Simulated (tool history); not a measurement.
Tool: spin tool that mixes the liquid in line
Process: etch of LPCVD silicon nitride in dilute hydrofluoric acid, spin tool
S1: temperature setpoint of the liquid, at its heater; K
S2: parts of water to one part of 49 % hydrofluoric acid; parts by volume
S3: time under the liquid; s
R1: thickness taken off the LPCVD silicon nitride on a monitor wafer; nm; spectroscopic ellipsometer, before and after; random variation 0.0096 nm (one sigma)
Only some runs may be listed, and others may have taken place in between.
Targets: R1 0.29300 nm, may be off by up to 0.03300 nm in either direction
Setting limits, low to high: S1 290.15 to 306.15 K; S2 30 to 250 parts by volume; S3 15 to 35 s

run,hour,S1,S2,S3,R1
1,0.0,298.15,140,35,0.12477
2,1.2,298.15,120,35,0.14428
3,7.2,294.65,120,35,0.11475
4,12.1,295.65,115,35,0.11821
5,16.4,296.65,110,35,0.13840
6,18.5,297.65,105,35,0.15705
7,26.4,298.15,100,35,0.16507
8,29.6,298.65,95,35,0.18690

Exactly one of the 5 candidate moves below puts every result within its allowed miss. Which one?
A,32.8,303.15,65,35,?
B,32.8,302.15,70,15,?
C,32.8,296.15,50,35,?
D,32.8,296.65,70,35,?
E,32.8,301.15,55,35,?

move,R1
A,0.36089
B,0.13475
C,0.29459
D,0.21912
E,0.37428
A: carries the result that was furthest off beyond its target, to the other side
B: moves away from the targets compared with the last run
C: in spec on every target
D: nearer the targets than the last run, but a result is still out of spec
E: carries the result that was furthest off beyond its target, to the other side
The right move is C.

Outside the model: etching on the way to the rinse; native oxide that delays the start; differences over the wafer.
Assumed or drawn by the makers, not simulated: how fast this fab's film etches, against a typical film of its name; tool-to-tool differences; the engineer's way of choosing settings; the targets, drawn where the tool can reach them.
